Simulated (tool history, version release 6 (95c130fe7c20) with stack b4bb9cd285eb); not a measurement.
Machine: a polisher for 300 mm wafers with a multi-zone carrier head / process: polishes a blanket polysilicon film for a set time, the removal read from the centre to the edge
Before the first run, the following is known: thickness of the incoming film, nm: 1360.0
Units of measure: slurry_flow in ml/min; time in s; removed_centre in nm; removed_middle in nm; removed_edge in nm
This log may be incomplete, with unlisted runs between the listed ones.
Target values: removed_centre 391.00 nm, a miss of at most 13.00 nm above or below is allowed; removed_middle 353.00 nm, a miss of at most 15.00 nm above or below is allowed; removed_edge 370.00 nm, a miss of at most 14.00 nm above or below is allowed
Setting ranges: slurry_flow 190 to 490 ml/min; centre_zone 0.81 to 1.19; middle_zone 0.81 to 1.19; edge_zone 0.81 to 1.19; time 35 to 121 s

{"run": 1, "hour": 0.0, "slurry_flow": 315, "centre_zone": 1.0, "middle_zone": 1.0, "edge_zone": 1.0, "time": 78, "removed_centre": 527.09, "removed_middle": 527.36, "removed_edge": 508.35}
{"run": 2, "hour": 6.7, "slurry_flow": 310, "centre_zone": 0.99, "middle_zone": 0.95, "edge_zone": 0.97, "time": 71, "removed_centre": 470.16, "removed_middle": 455.74, "removed_edge": 471.7}
{"run": 3, "hour": 9.8, "slurry_flow": 310, "centre_zone": 1.01, "middle_zone": 0.95, "edge_zone": 0.96, "time": 65, "removed_centre": 433.61, "removed_middle": 415.64, "removed_edge": 428.37}
{"run": 4, "hour": 10.9, "slurry_flow": 310, "centre_zone": 1.07, "middle_zone": 0.95, "edge_zone": 0.96, "time": 65, "removed_centre": 467.97, "removed_middle": 403.68, "removed_edge": 418.55}
{"run": 5, "hour": 18.6, "slurry_flow": 310, "centre_zone": 1.07, "middle_zone": 0.9, "edge_zone": 0.96, "time": 65, "removed_centre": 464.75, "removed_middle": 394.79, "removed_edge": 425.34}
{"run": 6, "hour": 20.1, "slurry_flow": 305, "centre_zone": 1.06, "middle_zone": 0.91, "edge_zone": 0.93, "time": 62, "removed_centre": 439.25, "removed_middle": 381.01, "removed_edge": 396.65}
{"run": 7, "hour": 27.1, "slurry_flow": 300, "centre_zone": 1.04, "middle_zone": 0.89, "edge_zone": 0.91, "time": 61, "removed_centre": 426.4, "removed_middle": 377.46, "removed_edge": 390.35}
{"run": 8, "hour": 29.9, "slurry_flow": 295, "centre_zone": 1.03, "middle_zone": 0.88, "edge_zone": 0.9, "time": 60, "removed_centre": 410.03, "removed_middle": 355.98, "removed_edge": 382.51}
{"run": 9, "hour": 38.9, "slurry_flow": 290, "centre_zone": 1.02, "middle_zone": 0.88, "edge_zone": 0.89, "time": 60, "removed_centre": 409.67, "removed_middle": 363.14, "removed_edge": 381.07}
{"run": 10, "hour": 45.5, "slurry_flow": 290, "centre_zone": 1.02, "middle_zone": 0.88, "edge_zone": 0.89, "time": 60, "removed_centre": 409.84, "removed_middle": 351.98, "removed_edge": 381.24}

Below are 4 possible settings for the next run. Only one of them brings all results inside the allowed miss of their targets. Which is it?
{"run": "A", "hour": 52.1, "slurry_flow": 295, "centre_zone": 1.02, "middle_zone": 0.81, "edge_zone": 0.93, "time": 64, "removed_centre": "?", "removed_middle": "?", "removed_edge": "?"}
{"run": "B", "hour": 52.1, "slurry_flow": 245, "centre_zone": 1.15, "middle_zone": 1.08, "edge_zone": 0.81, "time": 57, "removed_centre": "?", "removed_middle": "?", "removed_edge": "?"}
{"run": "C", "hour": 52.1, "slurry_flow": 320, "centre_zone": 1.07, "middle_zone": 0.96, "edge_zone": 1.04, "time": 55, "removed_centre": "?", "removed_middle": "?", "removed_edge": "?"}
{"run": "D", "hour": 52.1, "slurry_flow": 205, "centre_zone": 1.01, "middle_zone": 0.92, "edge_zone": 0.89, "time": 67, "removed_centre": "?", "removed_middle": "?", "removed_edge": "?"}

move=A removed_centre=434.13 removed_middle=360.66 removed_edge=414.02
move=B removed_centre=426.53 removed_middle=399.23 removed_edge=342.21
move=C removed_centre=395.54 removed_middle=359.53 removed_edge=374.56
move=D removed_centre=426.78 removed_middle=399.51 removed_edge=409.98
A: the biggest miss grows against the last run
B: the biggest miss grows against the last run
C: meets every target
D: the biggest miss grows against the last run
The right move is C.

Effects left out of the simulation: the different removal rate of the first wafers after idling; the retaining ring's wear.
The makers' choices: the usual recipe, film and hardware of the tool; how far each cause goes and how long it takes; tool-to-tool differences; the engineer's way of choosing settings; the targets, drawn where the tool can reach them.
